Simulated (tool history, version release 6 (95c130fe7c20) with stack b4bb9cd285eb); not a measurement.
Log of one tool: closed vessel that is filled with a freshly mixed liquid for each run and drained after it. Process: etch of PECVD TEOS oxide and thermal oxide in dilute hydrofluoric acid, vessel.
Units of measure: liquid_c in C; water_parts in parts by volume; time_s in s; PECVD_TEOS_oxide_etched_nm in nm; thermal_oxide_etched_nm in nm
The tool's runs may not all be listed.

run 1 hour=0.0 | liquid_c=23 water_parts=45 time_s=60 | PECVD_TEOS_oxide_etched_nm=22.121 thermal_oxide_etched_nm=7.0063
run 2 hour=1.6 | liquid_c=25 water_parts=40 time_s=60 | PECVD_TEOS_oxide_etched_nm=27.373 thermal_oxide_etched_nm=8.5542
run 3 hour=7.6 | liquid_c=25 water_parts=55 time_s=60 | PECVD_TEOS_oxide_etched_nm=19.465 thermal_oxide_etched_nm=6.1182
run 4 hour=11.4 | liquid_c=25 water_parts=55 time_s=75 | PECVD_TEOS_oxide_etched_nm=24.239 thermal_oxide_etched_nm=7.5629
run 5 hour=14.6 | liquid_c=25 water_parts=55 time_s=60 | PECVD_TEOS_oxide_etched_nm=19.763 thermal_oxide_etched_nm=6.1247
run 6 hour=19.7 | liquid_c=22 water_parts=55 time_s=60 | PECVD_TEOS_oxide_etched_nm=17.259 thermal_oxide_etched_nm=5.4193
run 7 hour=22.0 | liquid_c=22 water_parts=55 time_s=60 | PECVD_TEOS_oxide_etched_nm=17.051 thermal_oxide_etched_nm=5.3846
run 8 hour=25.9 | liquid_c=24 water_parts=45 time_s=65 | PECVD_TEOS_oxide_etched_nm=25.194 thermal_oxide_etched_nm=7.9327

The next listed run, before its measurement:
run 9 hour=30.9 | liquid_c=28 water_parts=30 time_s=70 | PECVD_TEOS_oxide_etched_nm=? thermal_oxide_etched_nm=?

PECVD_TEOS_oxide_etched_nm: 49.099 nm
thermal_oxide_etched_nm: 15.3000 nm
